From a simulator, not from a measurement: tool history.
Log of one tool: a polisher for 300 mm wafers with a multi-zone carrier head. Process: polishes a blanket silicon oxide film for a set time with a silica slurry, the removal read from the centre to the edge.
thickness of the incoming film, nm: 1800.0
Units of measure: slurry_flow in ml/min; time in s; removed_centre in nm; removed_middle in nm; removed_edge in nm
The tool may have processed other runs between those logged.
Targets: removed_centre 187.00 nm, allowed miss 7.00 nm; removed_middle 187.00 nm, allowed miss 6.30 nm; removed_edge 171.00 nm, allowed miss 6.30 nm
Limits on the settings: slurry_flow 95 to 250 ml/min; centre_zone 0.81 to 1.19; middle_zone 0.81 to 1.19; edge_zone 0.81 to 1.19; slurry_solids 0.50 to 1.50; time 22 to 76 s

{"run": 1, "hour": 0.0, "slurry_flow": 160, "centre_zone": 1.0, "middle_zone": 1.0, "edge_zone": 1.0, "slurry_solids": 1.0, "time": 49, "removed_centre": 191.8, "removed_middle": 197.42, "removed_edge": 182.63}
{"run": 2, "hour": 7.6, "slurry_flow": 160, "centre_zone": 1.0, "middle_zone": 1.0, "edge_zone": 1.06, "slurry_solids": 1.0, "time": 49, "removed_centre": 189.36, "removed_middle": 200.16, "removed_edge": 193.26}
{"run": 3, "hour": 13.9, "slurry_flow": 160, "centre_zone": 1.0, "middle_zone": 1.0, "edge_zone": 1.09, "slurry_solids": 1.0, "time": 49, "removed_centre": 188.21, "removed_middle": 199.29, "removed_edge": 196.11}
{"run": 4, "hour": 18.8, "slurry_flow": 155, "centre_zone": 1.0, "middle_zone": 1.0, "edge_zone": 1.07, "slurry_solids": 1.0, "time": 49, "removed_centre": 189.39, "removed_middle": 197.13, "removed_edge": 196.3}
{"run": 5, "hour": 22.1, "slurry_flow": 155, "centre_zone": 1.0, "middle_zone": 1.0, "edge_zone": 1.05, "slurry_solids": 1.0, "time": 49, "removed_centre": 188.27, "removed_middle": 192.94, "removed_edge": 189.21}
{"run": 6, "hour": 30.7, "slurry_flow": 155, "centre_zone": 1.06, "middle_zone": 1.0, "edge_zone": 1.05, "slurry_solids": 1.0, "time": 49, "removed_centre": 202.7, "removed_middle": 193.91, "removed_edge": 193.16}
{"run": 7, "hour": 35.4, "slurry_flow": 150, "centre_zone": 1.05, "middle_zone": 1.0, "edge_zone": 1.03, "slurry_solids": 1.0, "time": 49, "removed_centre": 195.65, "removed_middle": 190.88, "removed_edge": 188.57}
{"run": 8, "hour": 41.8, "slurry_flow": 150, "centre_zone": 1.05, "middle_zone": 1.0, "edge_zone": 1.02, "slurry_solids": 1.0, "time": 49, "removed_centre": 199.64, "removed_middle": 194.09, "removed_edge": 183.48}
{"run": 9, "hour": 46.3, "slurry_flow": 145, "centre_zone": 1.05, "middle_zone": 1.0, "edge_zone": 1.02, "slurry_solids": 1.0, "time": 49, "removed_centre": 196.08, "removed_middle": 194.32, "removed_edge": 187.15}
{"run": 10, "hour": 51.3, "slurry_flow": 145, "centre_zone": 1.05, "middle_zone": 1.0, "edge_zone": 1.01, "slurry_solids": 1.0, "time": 49, "removed_centre": 194.47, "removed_middle": 193.22, "removed_edge": 185.74}
{"run": 11, "hour": 59.6, "slurry_flow": 145, "centre_zone": 1.05, "middle_zone": 1.0, "edge_zone": 1.0, "slurry_solids": 1.0, "time": 49, "removed_centre": 195.43, "removed_middle": 192.54, "removed_edge": 179.95}
{"run": 12, "hour": 66.3, "slurry_flow": 140, "centre_zone": 1.05, "middle_zone": 1.0, "edge_zone": 1.0, "slurry_solids": 1.0, "time": 49, "removed_centre": 191.47, "removed_middle": 191.1, "removed_edge": 183.37}
{"run": 13, "hour": 73.1, "slurry_flow": 140, "centre_zone": 1.05, "middle_zone": 1.0, "edge_zone": 0.99, "slurry_solids": 1.0, "time": 49, "removed_centre": 195.9, "removed_middle": 190.58, "removed_edge": 185.45}
{"run": 14, "hour": 77.5, "slurry_flow": 140, "centre_zone": 1.04, "middle_zone": 1.0, "edge_zone": 0.98, "slurry_solids": 1.0, "time": 49, "removed_centre": 193.94, "removed_middle": 192.14, "removed_edge": 180.17}
{"run": 15, "hour": 80.8, "slurry_flow": 140, "centre_zone": 1.04, "middle_zone": 1.0, "edge_zone": 0.98, "slurry_solids": 1.0, "time": 49, "removed_centre": 191.61, "removed_middle": 192.86, "removed_edge": 181.5}
{"run": 16, "hour": 85.1, "slurry_flow": 140, "centre_zone": 1.04, "middle_zone": 1.0, "edge_zone": 0.97, "slurry_solids": 1.0, "time": 49, "removed_centre": 188.46, "removed_middle": 192.79, "removed_edge": 179.14}
{"run": 17, "hour": 87.3, "slurry_flow": 140, "centre_zone": 1.04, "middle_zone": 1.0, "edge_zone": 0.96, "slurry_solids": 1.0, "time": 49, "removed_centre": 189.86, "removed_middle": 192.65, "removed_edge": 181.68}
{"run": 18, "hour": 89.8, "slurry_flow": 125, "centre_zone": 1.07, "middle_zone": 1.02, "edge_zone": 0.89, "slurry_solids": 0.9, "time": 49, "removed_centre": 181.67, "removed_middle": 176.73, "removed_edge": 161.03}
{"run": 19, "hour": 95.5, "slurry_flow": 125, "centre_zone": 1.07, "middle_zone": 1.02, "edge_zone": 0.9, "slurry_solids": 0.9, "time": 49, "removed_centre": 176.08, "removed_middle": 174.84, "removed_edge": 160.98}
{"run": 20, "hour": 100.2, "slurry_flow": 130, "centre_zone": 1.07, "middle_zone": 1.02, "edge_zone": 0.91, "slurry_solids": 0.9, "time": 49, "removed_centre": 181.66, "removed_middle": 179.77, "removed_edge": 167.4}

Next run, 5 choices. One meets every target within its allowed miss, the rest don't. Which?
{"run": "A", "hour": 104.9, "slurry_flow": 95, "centre_zone": 1.05, "middle_zone": 1.0, "edge_zone": 0.94, "slurry_solids": 0.95, "time": 52, "removed_centre": "?", "removed_middle": "?", "removed_edge": "?"}
{"run": "B", "hour": 104.9, "slurry_flow": 105, "centre_zone": 1.05, "middle_zone": 1.0, "edge_zone": 1.05, "slurry_solids": 0.85, "time": 57, "removed_centre": "?", "removed_middle": "?", "removed_edge": "?"}
{"run": "C", "hour": 104.9, "slurry_flow": 115, "centre_zone": 1.04, "middle_zone": 1.02, "edge_zone": 1.02, "slurry_solids": 0.75, "time": 56, "removed_centre": "?", "removed_middle": "?", "removed_edge": "?"}
{"run": "D", "hour": 104.9, "slurry_flow": 120, "centre_zone": 1.06, "middle_zone": 1.01, "edge_zone": 0.9, "slurry_solids": 0.85, "time": 54, "removed_centre": "?", "removed_middle": "?", "removed_edge": "?"}
{"run": "E", "hour": 104.9, "slurry_flow": 100, "centre_zone": 1.06, "middle_zone": 1.0, "edge_zone": 1.06, "slurry_solids": 0.6, "time": 74, "removed_centre": "?", "removed_middle": "?", "removed_edge": "?"}

move=A removed_centre=175.19 removed_middle=177.19 removed_edge=171.31
move=B removed_centre=187.22 removed_middle=188.32 removed_edge=189.45
move=C removed_centre=173.43 removed_middle=178.37 removed_edge=172.46
move=D removed_centre=187.53 removed_middle=187.34 removed_edge=171.92
move=E removed_centre=187.45 removed_middle=187.21 removed_edge=190.22
A: lands further from the targets than the last run did
B: brings the last run's worst result on target, with another outside its allowed miss
C: lands further from the targets than the last run did
D: meets every target
E: brings the last run's worst result on target, with another outside its allowed miss
So the answer is move D, the one that meets all the targets.
